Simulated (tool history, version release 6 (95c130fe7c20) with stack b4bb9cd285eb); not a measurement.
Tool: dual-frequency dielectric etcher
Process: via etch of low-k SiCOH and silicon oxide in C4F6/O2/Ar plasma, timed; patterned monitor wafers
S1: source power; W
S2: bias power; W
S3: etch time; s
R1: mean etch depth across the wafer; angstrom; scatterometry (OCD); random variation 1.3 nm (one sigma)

run 1 day=0.000 | S1=460 S2=142 S3=85.5 | R1=2317.4
run 2 day=0.325 | S1=490 S2=145 S3=85.5 | R1=2420.5
run 3 day=0.633 | S1=490 S2=145 S3=89.0 | R1=2527.0
run 4 day=0.962 | S1=510 S2=146 S3=89.0 | R1=2569.8
run 5 day=1.225 | S1=510 S2=146 S3=85.5 | R1=2451.5
run 6 day=1.254 | S1=530 S2=148 S3=85.5 | R1=2513.6
run 7 day=1.333 | S1=550 S2=149 S3=85.5 | R1=2551.6
run 8 day=1.583 | S1=560 S2=150 S3=85.5 | R1=2594.8

Forecast run 9:
run 9 day=1.625 | S1=570 S2=151 S3=85.5 | R1=?

R1: 2611.0 angstrom

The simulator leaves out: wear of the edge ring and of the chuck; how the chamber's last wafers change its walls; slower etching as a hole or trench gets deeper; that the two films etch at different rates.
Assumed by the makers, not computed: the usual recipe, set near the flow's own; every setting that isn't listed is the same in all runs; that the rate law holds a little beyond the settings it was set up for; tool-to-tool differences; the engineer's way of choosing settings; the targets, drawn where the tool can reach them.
